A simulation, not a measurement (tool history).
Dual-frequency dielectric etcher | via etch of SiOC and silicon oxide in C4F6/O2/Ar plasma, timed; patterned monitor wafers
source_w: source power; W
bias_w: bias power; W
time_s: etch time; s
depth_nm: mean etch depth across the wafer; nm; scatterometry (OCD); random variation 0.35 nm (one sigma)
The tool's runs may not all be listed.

run,hour,source_w,bias_w,time_s,depth_nm
1,0.0,290,123,65.5,52.652
2,5.1,330,123,65.5,55.478
3,8.2,340,124,65.5,56.579
4,13.3,340,106,65.5,52.035
5,21.2,350,110,65.5,53.846
6,24.7,360,113,65.5,55.190
7,29.6,370,115,65.5,56.504
8,37.4,370,117,65.5,56.420
9,45.3,370,119,65.5,58.116

Forecast run 10:
10,52.9,390,120,65.5,?

depth_nm: 58.589 nm
